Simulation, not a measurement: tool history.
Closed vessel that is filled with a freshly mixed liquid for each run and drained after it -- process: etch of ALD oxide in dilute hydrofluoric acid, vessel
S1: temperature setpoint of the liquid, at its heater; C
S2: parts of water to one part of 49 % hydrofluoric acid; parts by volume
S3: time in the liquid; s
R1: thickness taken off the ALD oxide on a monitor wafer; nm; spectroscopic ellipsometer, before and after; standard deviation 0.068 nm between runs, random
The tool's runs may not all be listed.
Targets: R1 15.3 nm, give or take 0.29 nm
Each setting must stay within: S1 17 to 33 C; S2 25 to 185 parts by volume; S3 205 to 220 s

run,hour,S1,S2,S3,R1
1,0,25,105,205,19.697
2,8.7,21.5,105,205,17.127
3,11.5,21.5,80,205,23.036
4,12.3,21,80,205,22.57
5,15,21,80,205,22.79
6,17.4,20.5,85,205,20.684
7,19.8,20,85,205,20.336
8,22.3,19.5,85,205,19.992
9,26.9,17,105,205,14.245
10,32.1,18,105,205,14.796

Of the 4 settings listed for the next run, only one would bring every result within its allowed miss of target. Which one?
A,37.3,17,105,205,?
B,37.3,18,110,205,?
C,37.3,17,105,210,?
D,37.3,17,100,210,?

move,R1
A,14.252
B,14.112
C,14.6
D,15.41
A: the biggest miss grows against the last run
B: the biggest miss grows against the last run
C: the biggest miss grows against the last run
D: in spec on every target
Go with D: it meets all targets.

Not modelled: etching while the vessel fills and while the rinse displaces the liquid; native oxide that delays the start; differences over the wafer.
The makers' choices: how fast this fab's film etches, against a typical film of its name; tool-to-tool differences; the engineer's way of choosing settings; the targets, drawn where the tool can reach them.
